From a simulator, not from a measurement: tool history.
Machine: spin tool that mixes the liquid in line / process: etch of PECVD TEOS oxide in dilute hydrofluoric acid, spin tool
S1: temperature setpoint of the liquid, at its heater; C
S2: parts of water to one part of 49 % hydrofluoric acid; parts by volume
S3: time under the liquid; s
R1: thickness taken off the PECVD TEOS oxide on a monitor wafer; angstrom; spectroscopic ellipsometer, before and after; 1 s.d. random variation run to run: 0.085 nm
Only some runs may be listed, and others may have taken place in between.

run  hour    S1   S2   S3      R1
  1   0.0  22.0  190  300  121.87
  2   3.9  20.5  190  300  117.17
  3   5.1  19.5  195  300  107.81
  4   8.5  19.0  195  300  106.91
  5  12.6  19.0  145  300  152.89
  6  20.5  19.0   95  300  243.46
  7  27.9  19.0   95  300  245.46
  8  34.0  18.5  125  300  176.00
  9  40.7  18.5  125  300  176.06
 10  49.1  18.0  145  300  143.95

What does the tool deliver on the next run?
 11  57.2  17.5  155  300   ?

{"run 11": {"R1": 133.05}}
